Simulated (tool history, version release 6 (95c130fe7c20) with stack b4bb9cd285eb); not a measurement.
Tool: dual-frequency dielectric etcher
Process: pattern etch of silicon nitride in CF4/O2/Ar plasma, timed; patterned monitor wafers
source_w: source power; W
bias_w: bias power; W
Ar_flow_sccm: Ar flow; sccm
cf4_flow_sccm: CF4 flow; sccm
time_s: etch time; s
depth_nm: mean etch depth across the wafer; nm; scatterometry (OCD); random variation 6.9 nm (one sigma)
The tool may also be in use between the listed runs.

{"run": 1, "hour": 0.0, "source_w": 710, "bias_w": 46, "Ar_flow_sccm": 122, "cf4_flow_sccm": 129, "time_s": 665.5, "depth_nm": 1650.8}
{"run": 2, "hour": 1.6, "source_w": 630, "bias_w": 44, "Ar_flow_sccm": 124, "cf4_flow_sccm": 127, "time_s": 665.5, "depth_nm": 1439.9}
{"run": 3, "hour": 4.7, "source_w": 630, "bias_w": 44, "Ar_flow_sccm": 124, "cf4_flow_sccm": 127, "time_s": 696.5, "depth_nm": 1523.8}
{"run": 4, "hour": 8.8, "source_w": 630, "bias_w": 44, "Ar_flow_sccm": 124, "cf4_flow_sccm": 146, "time_s": 696.5, "depth_nm": 1548.5}
{"run": 5, "hour": 16.9, "source_w": 630, "bias_w": 40, "Ar_flow_sccm": 124, "cf4_flow_sccm": 146, "time_s": 696.5, "depth_nm": 1470.1}
{"run": 6, "hour": 23.0, "source_w": 630, "bias_w": 37, "Ar_flow_sccm": 124, "cf4_flow_sccm": 146, "time_s": 696.5, "depth_nm": 1466.5}
{"run": 7, "hour": 31.8, "source_w": 580, "bias_w": 36, "Ar_flow_sccm": 125, "cf4_flow_sccm": 146, "time_s": 696, "depth_nm": 1329.4}
{"run": 8, "hour": 38.5, "source_w": 540, "bias_w": 36, "Ar_flow_sccm": 125, "cf4_flow_sccm": 146, "time_s": 696, "depth_nm": 1250.1}

Run 9 comes next. What will it give?
{"hour": 42.7, "done": "Ar flow controller replaced"}
{"run": 9, "hour": 42.7, "source_w": 420, "bias_w": 35, "Ar_flow_sccm": 125, "cf4_flow_sccm": 146, "time_s": 696, "depth_nm": "?"}

Run 9 gave depth_nm 1003.3 nm.
